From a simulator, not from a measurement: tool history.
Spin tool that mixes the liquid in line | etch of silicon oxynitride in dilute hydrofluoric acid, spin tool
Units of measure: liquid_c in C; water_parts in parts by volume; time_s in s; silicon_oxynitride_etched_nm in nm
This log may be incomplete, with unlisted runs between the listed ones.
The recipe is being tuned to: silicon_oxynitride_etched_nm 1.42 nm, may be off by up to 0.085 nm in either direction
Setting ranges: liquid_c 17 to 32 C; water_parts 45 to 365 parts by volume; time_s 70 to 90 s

run  hour  liquid_c  water_parts  time_s  silicon_oxynitride_etched_nm
  1     0        24          205      90                        1.0235
  2     2        26          200      90                        1.1447
  3     7        27          195      90                        1.2085
  4   8.6      25.5          195      90                        1.1427
  5  13.4        27          190      90                        1.2653
  6  16.5        27          130      90                        1.9398
  7  20.1        25          135      90                        1.7296
  8  27.4        24          140      90                        1.5766
  9  31.4      23.5          140      90                        1.5921

Below are 5 possible settings for the next run. Only one of them brings all results inside the allowed miss of their targets. Which is it?
  A  35.4      27.5          140      90                             ?
  B  35.4        28          160      90                             ?
  C  35.4      23.5          115      90                             ?
  D  35.4      27.5          150      90                             ?
  E  35.4      23.5          125      75                             ?

move  silicon_oxynitride_etched_nm
   A                        1.8997
   B                        1.6693
   C                        1.9668
   D                        1.7573
   E                        1.4958
A: moves away from the targets compared with the last run
B: moves away from the targets compared with the last run
C: moves away from the targets compared with the last run
D: moves away from the targets compared with the last run
E: every result within its allowed miss
E is the move that brings every result within its allowed miss.
